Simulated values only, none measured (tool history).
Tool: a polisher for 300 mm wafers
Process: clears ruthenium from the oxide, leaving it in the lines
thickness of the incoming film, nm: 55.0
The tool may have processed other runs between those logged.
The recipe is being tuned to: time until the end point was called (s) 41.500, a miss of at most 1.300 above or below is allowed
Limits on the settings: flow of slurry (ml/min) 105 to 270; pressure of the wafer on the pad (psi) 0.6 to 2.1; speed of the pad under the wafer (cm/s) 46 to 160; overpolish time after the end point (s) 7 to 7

run,hour,flow of slurry (ml/min),pressure of the wafer on the pad (psi),speed of the pad under the wafer (cm/s),overpolish time after the end point (s),time until the end point was called (s)
1,0.0,175,1.3,102,7,71.220
2,2.5,205,1.3,102,7,70.663
3,3.3,205,1.3,102,7,70.552
4,4.5,205,1.3,102,7,70.696
5,11.2,205,1.2,102,7,77.391
6,18.4,235,1.2,102,7,73.852
7,27.1,235,1.2,102,7,75.029
8,34.2,235,1.4,102,7,65.079
9,37.5,235,1.6,102,7,57.073
10,39.5,235,1.8,102,7,50.439
11,40.2,235,1.9,102,7,47.422
12,47.3,235,2.0,102,7,45.635
13,54.6,235,2.0,104,7,44.834

Which of these 5 next moves meets every target?
A,61.9,255,1.8,126,7,?
B,61.9,235,2.0,106,7,?
C,61.9,245,1.9,96,7,?
D,61.9,220,2.0,104,7,?
E,61.9,220,1.6,118,7,?

move,time until the end point was called (s)
A,41.735
B,44.368
C,50.712
D,45.469
E,50.504
A: in spec on every target
B: moves toward the targets from the last run without getting all of them in spec
C: misses by more than the last run did
D: misses by more than the last run did
E: misses by more than the last run did
Correct choice: A, which meets every target
